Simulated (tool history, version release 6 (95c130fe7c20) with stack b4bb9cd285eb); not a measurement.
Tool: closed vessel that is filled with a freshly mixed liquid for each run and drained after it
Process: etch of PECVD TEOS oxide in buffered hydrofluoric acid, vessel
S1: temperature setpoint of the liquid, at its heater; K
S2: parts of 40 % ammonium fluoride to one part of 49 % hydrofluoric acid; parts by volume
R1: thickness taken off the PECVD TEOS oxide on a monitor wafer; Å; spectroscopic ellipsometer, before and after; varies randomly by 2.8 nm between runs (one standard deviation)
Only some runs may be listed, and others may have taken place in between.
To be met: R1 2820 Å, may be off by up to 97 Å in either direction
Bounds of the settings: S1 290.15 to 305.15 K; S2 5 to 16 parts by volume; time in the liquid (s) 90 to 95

run 1 hour=0 | S1=297.15 S2=9.5 time_in_the_liquid_(s)=90 | R1=1708.8
run 2 hour=4.4 | S1=297.15 S2=9.5 time_in_the_liquid_(s)=95 | R1=1798.5
run 3 hour=10.3 | S1=298.15 S2=9.5 time_in_the_liquid_(s)=95 | R1=1904.6
run 4 hour=12.1 | S1=296.15 S2=9.5 time_in_the_liquid_(s)=95 | R1=1758.2
run 5 hour=19.3 | S1=297.15 S2=9.5 time_in_the_liquid_(s)=95 | R1=1834.6
run 6 hour=22.7 | S1=298.15 S2=9.5 time_in_the_liquid_(s)=95 | R1=1925.1
run 7 hour=23.8 | S1=302.15 S2=9 time_in_the_liquid_(s)=95 | R1=2421.2
run 8 hour=32.4 | S1=302.65 S2=9 time_in_the_liquid_(s)=95 | R1=2474.9
run 9 hour=33.1 | S1=303.15 S2=9 time_in_the_liquid_(s)=95 | R1=2580.2

Below are 5 possible settings for the next run. Only one of them brings all results inside the allowed miss of their targets. Which is it?
run A hour=33.8 | S1=304.15 S2=11 time_in_the_liquid_(s)=95 | R1=?
run B hour=33.8 | S1=303.15 S2=10 time_in_the_liquid_(s)=95 | R1=?
run C hour=33.8 | S1=305.15 S2=9.5 time_in_the_liquid_(s)=90 | R1=?
run D hour=33.8 | S1=304.65 S2=8.5 time_in_the_liquid_(s)=90 | R1=?
run E hour=33.8 | S1=302.65 S2=9.5 time_in_the_liquid_(s)=90 | R1=?

move=A R1=2343
move=B R1=2438.5
move=C R1=2650.2
move=D R1=2841.6
move=E R1=2323.5
A: the biggest miss grows against the last run
B: the biggest miss grows against the last run
C: gains on the last run, yet a result remains outside its allowed miss
D: all results land within tolerance of their targets
E: the biggest miss grows against the last run
The move that meets every target is D.
